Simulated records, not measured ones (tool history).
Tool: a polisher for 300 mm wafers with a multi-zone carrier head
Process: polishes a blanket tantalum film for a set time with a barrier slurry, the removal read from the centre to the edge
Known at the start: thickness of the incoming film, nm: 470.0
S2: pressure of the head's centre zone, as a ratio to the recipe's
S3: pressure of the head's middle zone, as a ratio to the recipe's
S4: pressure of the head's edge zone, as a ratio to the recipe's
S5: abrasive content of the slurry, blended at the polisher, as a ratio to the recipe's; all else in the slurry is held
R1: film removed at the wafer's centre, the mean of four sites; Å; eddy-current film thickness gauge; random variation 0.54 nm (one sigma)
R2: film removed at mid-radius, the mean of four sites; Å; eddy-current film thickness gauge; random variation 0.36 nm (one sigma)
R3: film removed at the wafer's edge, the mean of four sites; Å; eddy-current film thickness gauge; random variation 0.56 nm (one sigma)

run 1 hour=0 | flow_of_slurry_(ml/min)=300 S2=1 S3=1 S4=1 S5=1 polishing_time_(s)=33 | R1=776.13 R2=786.77 R3=775.9
run 2 hour=8.1 | flow_of_slurry_(ml/min)=300 S2=1 S3=1.07 S4=1 S5=1 polishing_time_(s)=33 | R1=793.34 R2=819.55 R3=765.35
run 3 hour=13.4 | flow_of_slurry_(ml/min)=300 S2=1 S3=1.07 S4=0.95 S5=1 polishing_time_(s)=33 | R1=793.15 R2=828.08 R3=738.81
run 4 hour=21.2 | flow_of_slurry_(ml/min)=295 S2=1.03 S3=1.02 S4=0.93 S5=0.9 polishing_time_(s)=32 | R1=763.78 R2=754.76 R3=701.7
run 5 hour=29.9 | flow_of_slurry_(ml/min)=295 S2=1.03 S3=1.02 S4=0.93 S5=0.9 polishing_time_(s)=37 | R1=866.89 R2=864.6 R3=799.68
run 6 hour=38.5 | flow_of_slurry_(ml/min)=295 S2=1.06 S3=0.99 S4=0.91 S5=0.8 polishing_time_(s)=36 | R1=850.22 R2=802.34 R3=764.17

Run 7 comes next. What will it give?
run 7 hour=46.8 | flow_of_slurry_(ml/min)=295 S2=1.08 S3=0.97 S4=0.89 S5=0.75 polishing_time_(s)=35 | R1=? R2=? R3=?

{"run 7": {"R1": 828.09, "R2": 747.96, "R3": 720.74}}
